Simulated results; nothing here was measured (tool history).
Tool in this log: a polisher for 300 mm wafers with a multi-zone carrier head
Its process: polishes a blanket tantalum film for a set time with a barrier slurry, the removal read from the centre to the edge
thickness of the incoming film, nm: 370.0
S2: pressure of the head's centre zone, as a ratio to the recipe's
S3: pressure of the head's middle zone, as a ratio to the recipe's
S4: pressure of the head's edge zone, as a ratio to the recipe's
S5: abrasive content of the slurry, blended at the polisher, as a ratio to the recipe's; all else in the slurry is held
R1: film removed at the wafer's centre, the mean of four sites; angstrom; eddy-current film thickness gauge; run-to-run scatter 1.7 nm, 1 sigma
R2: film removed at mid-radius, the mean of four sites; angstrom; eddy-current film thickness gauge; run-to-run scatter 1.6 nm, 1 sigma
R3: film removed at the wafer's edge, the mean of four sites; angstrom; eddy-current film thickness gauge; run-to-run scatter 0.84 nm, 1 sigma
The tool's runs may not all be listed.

{"run": 1, "hour": 0.0, "flow of slurry (ml/min)": 290, "S2": 1, "S3": 1, "S4": 1, "S5": 1, "polishing time (s)": 63, "R1": 1073.8, "R2": 1069.6, "R3": 1078.1}
{"run": 2, "hour": 1.9, "flow of slurry (ml/min)": 300, "S2": 1.02, "S3": 1.04, "S4": 1, "S5": 1.05, "polishing time (s)": 63, "R1": 1106.4, "R2": 1130.3, "R3": 1086.3}
{"run": 3, "hour": 10.4, "flow of slurry (ml/min)": 300, "S2": 0.98, "S3": 1.04, "S4": 1, "S5": 1.05, "polishing time (s)": 63, "R1": 1043.8, "R2": 1114.3, "R3": 1095.8}
{"run": 4, "hour": 18.6, "flow of slurry (ml/min)": 300, "S2": 0.98, "S3": 1.04, "S4": 1, "S5": 1.05, "polishing time (s)": 71, "R1": 1227.1, "R2": 1273.5, "R3": 1233.7}
{"run": 5, "hour": 21.7, "flow of slurry (ml/min)": 300, "S2": 1.04, "S3": 1.04, "S4": 1, "S5": 1.05, "polishing time (s)": 71, "R1": 1273.6, "R2": 1268.3, "R3": 1238.9}
{"run": 6, "hour": 30.3, "flow of slurry (ml/min)": 300, "S2": 1.04, "S3": 1.04, "S4": 1, "S5": 1.05, "polishing time (s)": 84, "R1": 1526.8, "R2": 1485.7, "R3": 1471.9}
{"run": 7, "hour": 37.1, "flow of slurry (ml/min)": 300, "S2": 1.03, "S3": 1.06, "S4": 0.96, "S5": 0.95, "polishing time (s)": 83, "R1": 1456, "R2": 1429.7, "R3": 1384.8}
{"run": 8, "hour": 37.9, "flow of slurry (ml/min)": 300, "S2": 1.02, "S3": 1.09, "S4": 0.93, "S5": 0.9, "polishing time (s)": 82, "R1": 1389.2, "R2": 1440, "R3": 1313}

What will run 9 give?
{"run": 9, "hour": 43.9, "flow of slurry (ml/min)": 295, "S2": 1.01, "S3": 1.09, "S4": 0.9, "S5": 0.85, "polishing time (s)": 82, "R1": "?", "R2": "?", "R3": "?"}

R1: 1330 angstrom
R2: 1421.5 angstrom
R3: 1265.1 angstrom
